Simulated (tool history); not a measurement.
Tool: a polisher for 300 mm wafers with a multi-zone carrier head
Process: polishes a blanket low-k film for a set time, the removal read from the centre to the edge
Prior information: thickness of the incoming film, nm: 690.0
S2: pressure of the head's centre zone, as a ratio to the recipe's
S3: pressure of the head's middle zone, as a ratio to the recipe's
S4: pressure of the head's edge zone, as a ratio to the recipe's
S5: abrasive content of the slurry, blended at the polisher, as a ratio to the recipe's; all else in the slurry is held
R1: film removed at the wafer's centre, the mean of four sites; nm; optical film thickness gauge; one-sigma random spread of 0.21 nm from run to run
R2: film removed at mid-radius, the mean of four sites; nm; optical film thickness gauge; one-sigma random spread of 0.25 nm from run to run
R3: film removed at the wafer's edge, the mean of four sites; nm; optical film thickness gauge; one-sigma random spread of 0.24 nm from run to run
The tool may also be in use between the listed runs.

{"run": 1, "hour": 0.0, "flow of slurry (ml/min)": 200, "S2": 1, "S3": 1, "S4": 1, "S5": 1, "polishing time (s)": 86, "R1": 38.421, "R2": 38.976, "R3": 39.094}
{"run": 2, "hour": 5.4, "flow of slurry (ml/min)": 200, "S2": 1.02, "S3": 0.97, "S4": 0.98, "S5": 0.9, "polishing time (s)": 82, "R1": 34.862, "R2": 33.14, "R3": 34.217}
{"run": 3, "hour": 9.1, "flow of slurry (ml/min)": 200, "S2": 1.02, "S3": 0.97, "S4": 1.06, "S5": 0.9, "polishing time (s)": 82, "R1": 34.508, "R2": 33.358, "R3": 35.505}
{"run": 4, "hour": 15.8, "flow of slurry (ml/min)": 195, "S2": 1.03, "S3": 0.95, "S4": 1.03, "S5": 0.8, "polishing time (s)": 81, "R1": 31.205, "R2": 28.977, "R3": 31.041}
{"run": 5, "hour": 22.2, "flow of slurry (ml/min)": 185, "S2": 1.04, "S3": 0.93, "S4": 1, "S5": 0.8, "polishing time (s)": 81, "R1": 31.281, "R2": 28.146, "R3": 30.963}
{"run": 6, "hour": 29.8, "flow of slurry (ml/min)": 185, "S2": 1.04, "S3": 0.93, "S4": 1, "S5": 0.8, "polishing time (s)": 98, "R1": 38.051, "R2": 34.552, "R3": 37.055}
{"run": 7, "hour": 31.7, "flow of slurry (ml/min)": 180, "S2": 1.05, "S3": 0.91, "S4": 0.97, "S5": 0.75, "polishing time (s)": 96, "R1": 35.012, "R2": 31.308, "R3": 33.139}
{"run": 8, "hour": 37.6, "flow of slurry (ml/min)": 175, "S2": 1.07, "S3": 0.89, "S4": 0.96, "S5": 0.7, "polishing time (s)": 96, "R1": 32.757, "R2": 27.75, "R3": 30.442}
{"run": 9, "hour": 39.3, "flow of slurry (ml/min)": 165, "S2": 1.08, "S3": 0.87, "S4": 0.93, "S5": 0.7, "polishing time (s)": 96, "R1": 33.162, "R2": 27.446, "R3": 30.074}
{"run": 10, "hour": 41.6, "flow of slurry (ml/min)": 160, "S2": 1.09, "S3": 0.86, "S4": 0.92, "S5": 0.65, "polishing time (s)": 96, "R1": 30.094, "R2": 24.826, "R3": 27.647}
{"run": 11, "hour": 43.8, "flow of slurry (ml/min)": 155, "S2": 1.1, "S3": 0.85, "S4": 0.9, "S5": 0.65, "polishing time (s)": 96, "R1": 30.07, "R2": 24.478, "R3": 26.637}
{"run": 12, "hour": 44.9, "flow of slurry (ml/min)": 150, "S2": 1.11, "S3": 0.84, "S4": 0.9, "S5": 0.65, "polishing time (s)": 96, "R1": 30.362, "R2": 23.203, "R3": 26.958}
{"run": 13, "hour": 53.6, "flow of slurry (ml/min)": 145, "S2": 1.11, "S3": 0.84, "S4": 0.88, "S5": 0.65, "polishing time (s)": 96, "R1": 29.646, "R2": 23.539, "R3": 26.674}
{"run": 14, "hour": 56.6, "flow of slurry (ml/min)": 145, "S2": 1.12, "S3": 0.84, "S4": 0.87, "S5": 0.65, "polishing time (s)": 96, "R1": 30.299, "R2": 23.341, "R3": 26.2}
{"run": 15, "hour": 65.5, "flow of slurry (ml/min)": 145, "S2": 1.12, "S3": 0.84, "S4": 0.87, "S5": 0.65, "polishing time (s)": 96, "R1": 30.31, "R2": 23.613, "R3": 26.214}
{"run": 16, "hour": 74.2, "flow of slurry (ml/min)": 135, "S2": 1.12, "S3": 0.81, "S4": 0.84, "S5": 0.5, "polishing time (s)": 95, "R1": 18.513, "R2": 13.861, "R3": 16.253}
{"run": 17, "hour": 80.3, "flow of slurry (ml/min)": 140, "S2": 1.13, "S3": 0.83, "S4": 0.88, "S5": 0.5, "polishing time (s)": 94, "R1": 18.835, "R2": 14.54, "R3": 16.313}
{"run": 18, "hour": 88.2, "flow of slurry (ml/min)": 165, "S2": 1.12, "S3": 0.83, "S4": 0.88, "S5": 0.5, "polishing time (s)": 94, "R1": 19.199, "R2": 14.843, "R3": 16.763}
{"run": 19, "hour": 92.4, "flow of slurry (ml/min)": 170, "S2": 1.13, "S3": 0.84, "S4": 0.92, "S5": 0.5, "polishing time (s)": 94, "R1": 19.814, "R2": 15.03, "R3": 17.286}
{"run": 20, "hour": 99.4, "flow of slurry (ml/min)": 225, "S2": 1.19, "S3": 0.94, "S4": 1.02, "S5": 0.75, "polishing time (s)": 95, "R1": 40.263, "R2": 32.089, "R3": 34.605}
{"run": 21, "hour": 108.3, "flow of slurry (ml/min)": 220, "S2": 1.17, "S3": 0.91, "S4": 0.99, "S5": 0.75, "polishing time (s)": 95, "R1": 39.335, "R2": 31.216, "R3": 33.682}
{"run": 22, "hour": 111.5, "flow of slurry (ml/min)": 210, "S2": 1.16, "S3": 0.89, "S4": 0.97, "S5": 0.75, "polishing time (s)": 95, "R1": 39.023, "R2": 29.674, "R3": 34.211}

Forecast run 23:
{"run": 23, "hour": 119.2, "flow of slurry (ml/min)": 210, "S2": 1.15, "S3": 0.88, "S4": 0.94, "S5": 0.75, "polishing time (s)": 95, "R1": "?", "R2": "?", "R3": "?"}

R1: 38.082 nm
R2: 29.986 nm
R3: 32.911 nm
